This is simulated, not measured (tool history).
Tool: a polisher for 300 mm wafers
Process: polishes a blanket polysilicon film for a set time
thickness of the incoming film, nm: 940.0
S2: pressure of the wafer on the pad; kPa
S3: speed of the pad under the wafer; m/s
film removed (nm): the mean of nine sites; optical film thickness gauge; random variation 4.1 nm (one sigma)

Run 1, hour 0.0: flow of slurry (ml/min) 215, S2 19.3 kPa, S3 1.26 m/s, polishing time (s) 44. Result: film removed (nm) 529.98.
Run 2, hour 6.9: flow of slurry (ml/min) 215, S2 17.9 kPa, S3 1.26 m/s, polishing time (s) 44. Result: film removed (nm) 500.11.
Run 3, hour 7.9: flow of slurry (ml/min) 215, S2 16.5 kPa, S3 1.26 m/s, polishing time (s) 44. Result: film removed (nm) 459.97.
Run 4, hour 11.7: flow of slurry (ml/min) 215, S2 15.9 kPa, S3 1.26 m/s, polishing time (s) 44. Result: film removed (nm) 450.64.
Run 5, hour 13.6: flow of slurry (ml/min) 215, S2 15.2 kPa, S3 1.26 m/s, polishing time (s) 44. Result: film removed (nm) 431.21.
Run 6, hour 17.3: flow of slurry (ml/min) 215, S2 15.2 kPa, S3 1.26 m/s, polishing time (s) 44. Result: film removed (nm) 440.12.
Run 7, hour 23.7: flow of slurry (ml/min) 215, S2 14.5 kPa, S3 1.26 m/s, polishing time (s) 44. Result: film removed (nm) 415.41.
Run 8, hour 25.2: flow of slurry (ml/min) 215, S2 14.5 kPa, S3 1.26 m/s, polishing time (s) 44. Result: film removed (nm) 418.65.

Forecast run 9:
Run 9, hour 26.8: flow of slurry (ml/min) 215, S2 13.8 kPa, S3 1.26 m/s, polishing time (s) 44. Result: film removed (nm) ?.

{"run 9": {"film removed (nm)": 398.64}}

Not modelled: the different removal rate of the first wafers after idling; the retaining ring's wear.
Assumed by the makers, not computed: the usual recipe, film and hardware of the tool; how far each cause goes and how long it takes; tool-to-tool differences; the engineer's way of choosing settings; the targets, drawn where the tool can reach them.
